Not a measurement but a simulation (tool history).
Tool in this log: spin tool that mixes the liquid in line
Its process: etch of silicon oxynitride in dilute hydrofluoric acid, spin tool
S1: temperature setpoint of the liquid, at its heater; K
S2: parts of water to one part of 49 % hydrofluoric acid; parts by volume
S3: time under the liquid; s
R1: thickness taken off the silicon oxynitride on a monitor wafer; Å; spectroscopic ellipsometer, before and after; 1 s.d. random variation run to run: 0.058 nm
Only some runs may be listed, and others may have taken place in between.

run	hour	S1	S2	S3	R1
1	0	296.15	130	285	75.402
2	5.6	297.15	130	285	79.449
3	11.2	298.15	130	285	83.014
4	12.6	295.15	130	285	72.447
5	15.4	295.15	130	285	72.62
6	18.6	295.15	130	305	77.701
7	23.2	295.15	130	305	77.041
8	30.2	296.15	130	305	81.362

The next listed run, before its measurement:
9	34	297.15	130	305	?

Run 9 measured R1 84.941 Å.
